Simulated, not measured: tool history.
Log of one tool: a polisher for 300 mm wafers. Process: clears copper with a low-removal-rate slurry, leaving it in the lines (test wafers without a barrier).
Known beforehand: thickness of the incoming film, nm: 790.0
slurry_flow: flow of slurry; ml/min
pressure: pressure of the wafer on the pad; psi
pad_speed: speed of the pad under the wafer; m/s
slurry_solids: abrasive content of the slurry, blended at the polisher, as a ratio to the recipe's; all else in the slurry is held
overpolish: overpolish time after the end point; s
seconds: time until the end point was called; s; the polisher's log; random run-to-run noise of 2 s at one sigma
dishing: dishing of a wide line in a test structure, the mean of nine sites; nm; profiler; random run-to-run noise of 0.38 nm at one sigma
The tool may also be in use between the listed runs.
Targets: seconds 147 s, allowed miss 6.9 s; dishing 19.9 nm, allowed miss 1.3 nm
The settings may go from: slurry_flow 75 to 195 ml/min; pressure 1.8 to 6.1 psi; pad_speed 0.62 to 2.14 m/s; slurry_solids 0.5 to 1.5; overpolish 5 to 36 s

| run | hour | slurry_flow | pressure | pad_speed | slurry_solids | overpolish | seconds | dishing |
|---|---|---|---|---|---|---|---|---|
| 1 | 0 | 125 | 3.9 | 1.38 | 1 | 18 | 130.77 | 63.199 |
| 2 | 6.8 | 125 | 3.5 | 1.44 | 1 | 15 | 134.53 | 53.927 |
| 3 | 12 | 125 | 4.4 | 1.44 | 1 | 15 | 113.21 | 62.454 |
| 4 | 20.7 | 125 | 4.4 | 1.22 | 1 | 15 | 125.14 | 57.55 |
| 5 | 22.2 | 125 | 4.4 | 0.96 | 1 | 15 | 142.37 | 50.651 |
| 6 | 30.5 | 125 | 4.4 | 0.96 | 0.9 | 15 | 145.45 | 49.544 |
| 7 | 35.1 | 140 | 4.4 | 0.88 | 0.8 | 13 | 152.75 | 44.398 |
| 8 | 37.9 | 125 | 4.5 | 0.82 | 0.75 | 11 | 162.72 | 36.085 |
| 9 | 46.5 | 115 | 4.8 | 0.78 | 0.7 | 10 | 166.82 | 34.583 |
| 10 | 51.2 | 105 | 5.1 | 0.74 | 0.65 | 9 | 165.12 | 31.121 |
| 11 | 52.4 | 75 | 6.1 | 0.62 | 0.5 | 5 | 179.39 | 17.507 |

Next run, 4 choices. One meets every target within its allowed miss, the rest don't. Which?
| A | 53.6 | 75 | 6.1 | 0.72 | 0.6 | 5 | ? | ? |
| B | 53.6 | 80 | 6 | 0.86 | 0.6 | 5 | ? | ? |
| C | 53.6 | 75 | 5.5 | 0.62 | 0.5 | 5 | ? | ? |
| D | 53.6 | 75 | 5 | 0.64 | 0.5 | 5 | ? | ? |

| move | seconds | dishing |
|---|---|---|
| A | 168.01 | 17.559 |
| B | 153.5 | 19.08 |
| C | 201.17 | 14.821 |
| D | 213.65 | 13.987 |
A: better than the last run, though not everything is in spec
B: all results in spec
C: misses by more than the last run did
D: misses by more than the last run did
The right move is B.
